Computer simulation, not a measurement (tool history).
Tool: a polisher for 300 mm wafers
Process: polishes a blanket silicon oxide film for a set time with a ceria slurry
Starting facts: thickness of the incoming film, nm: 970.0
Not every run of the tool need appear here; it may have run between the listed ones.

| run | hour | flow of slurry (ml/min) | pressure of the wafer on the pad (kPa) | speed of the pad under the wafer (cm/s) | polishing time (s) | film removed (Å) |
|---|---|---|---|---|---|---|
| 1 | 0.0 | 190 | 21.4 | 90 | 130 | 5397.2 |
| 2 | 5.5 | 190 | 24.8 | 90 | 130 | 6127.1 |
| 3 | 11.7 | 190 | 25.5 | 90 | 130 | 6229.3 |
| 4 | 20.7 | 190 | 26.2 | 90 | 130 | 6363.6 |
| 5 | 29.7 | 220 | 26.2 | 90 | 130 | 6488.6 |
| 6 | 30.8 | 240 | 26.2 | 90 | 130 | 6528.6 |
| 7 | 31.9 | 240 | 26.9 | 90 | 130 | 6530.4 |

Run 8, settings as shown, results not yet in. Your forecast:
| 8 | 34.8 | 240 | 27.6 | 90 | 130 | ? |

{"run 8": {"film removed (Å)": 6995.2}}
